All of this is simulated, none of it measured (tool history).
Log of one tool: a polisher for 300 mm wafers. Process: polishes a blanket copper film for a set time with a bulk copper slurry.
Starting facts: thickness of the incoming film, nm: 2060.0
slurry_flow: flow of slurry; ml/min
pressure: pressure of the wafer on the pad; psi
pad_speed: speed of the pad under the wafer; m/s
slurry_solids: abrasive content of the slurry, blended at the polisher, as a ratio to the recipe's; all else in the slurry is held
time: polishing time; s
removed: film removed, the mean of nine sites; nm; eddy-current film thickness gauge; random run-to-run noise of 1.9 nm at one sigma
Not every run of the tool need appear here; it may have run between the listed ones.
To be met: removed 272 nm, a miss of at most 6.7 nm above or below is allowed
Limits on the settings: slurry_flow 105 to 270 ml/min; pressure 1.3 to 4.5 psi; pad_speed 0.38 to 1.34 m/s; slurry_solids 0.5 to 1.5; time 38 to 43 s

Run 1, hour 0: slurry_flow 175 ml/min, pressure 2.9 psi, pad_speed 0.86 m/s, slurry_solids 1, time 43 s. Result: removed 332.09 nm.
Run 2, hour 8.5: slurry_flow 145 ml/min, pressure 2.9 psi, pad_speed 0.86 m/s, slurry_solids 1, time 43 s. Result: removed 318.62 nm.
Run 3, hour 12.1: slurry_flow 140 ml/min, pressure 2.8 psi, pad_speed 0.86 m/s, slurry_solids 1, time 43 s. Result: removed 308.5 nm.
Run 4, hour 13.3: slurry_flow 140 ml/min, pressure 3.4 psi, pad_speed 0.86 m/s, slurry_solids 1, time 43 s. Result: removed 372.9 nm.
Run 5, hour 16.5: slurry_flow 140 ml/min, pressure 3.4 psi, pad_speed 0.86 m/s, slurry_solids 1, time 38 s. Result: removed 328.63 nm.
Run 6, hour 17.2: slurry_flow 140 ml/min, pressure 4 psi, pad_speed 0.86 m/s, slurry_solids 1, time 38 s. Result: removed 385.12 nm.
Run 7, hour 22.1: slurry_flow 135 ml/min, pressure 3.7 psi, pad_speed 0.86 m/s, slurry_solids 1, time 38 s. Result: removed 354.32 nm.
At hour 28.4: slurry blender recalibrated.
Run 8, hour 28.4: slurry_flow 130 ml/min, pressure 3.5 psi, pad_speed 0.86 m/s, slurry_solids 1, time 38 s. Result: removed 340.93 nm.
Run 9, hour 32.2: slurry_flow 130 ml/min, pressure 3.5 psi, pad_speed 0.86 m/s, slurry_solids 1, time 38 s. Result: removed 341.19 nm.
Run 10, hour 41: slurry_flow 130 ml/min, pressure 3.3 psi, pad_speed 0.86 m/s, slurry_solids 1, time 38 s. Result: removed 325.72 nm.
Run 11, hour 47.4: slurry_flow 120 ml/min, pressure 2.6 psi, pad_speed 0.86 m/s, slurry_solids 1, time 38 s. Result: removed 249.43 nm.
Run 12, hour 51.8: slurry_flow 130 ml/min, pressure 2.6 psi, pad_speed 0.86 m/s, slurry_solids 1, time 38 s. Result: removed 257.95 nm.

Exercise: of the 5 proposed moves below, exactly one satisfies all targets within the stated allowed misses. Which move is it?
Run A, hour 56.2: slurry_flow 135 ml/min, pressure 2.6 psi, pad_speed 0.84 m/s, slurry_solids 1, time 38 s. Result: removed ?.
Run B, hour 56.2: slurry_flow 115 ml/min, pressure 3 psi, pad_speed 0.84 m/s, slurry_solids 0.95, time 39 s. Result: removed ?.
Run C, hour 56.2: slurry_flow 155 ml/min, pressure 2.9 psi, pad_speed 0.72 m/s, slurry_solids 1.15, time 42 s. Result: removed ?.
Run D, hour 56.2: slurry_flow 115 ml/min, pressure 2.7 psi, pad_speed 0.86 m/s, slurry_solids 0.9, time 43 s. Result: removed ?.
Run E, hour 56.2: slurry_flow 115 ml/min, pressure 2.6 psi, pad_speed 0.88 m/s, slurry_solids 1, time 41 s. Result: removed ?.

move  removed
   A   253.57
   B   285.56
   C    286.2
   D   288.17
   E   273.92
A: the biggest miss grows against the last run
B: carries the result that was furthest off beyond its target, to the other side
C: carries the result that was furthest off beyond its target, to the other side
D: carries the result that was furthest off beyond its target, to the other side
E: every result within its allowed miss
The right move is E.

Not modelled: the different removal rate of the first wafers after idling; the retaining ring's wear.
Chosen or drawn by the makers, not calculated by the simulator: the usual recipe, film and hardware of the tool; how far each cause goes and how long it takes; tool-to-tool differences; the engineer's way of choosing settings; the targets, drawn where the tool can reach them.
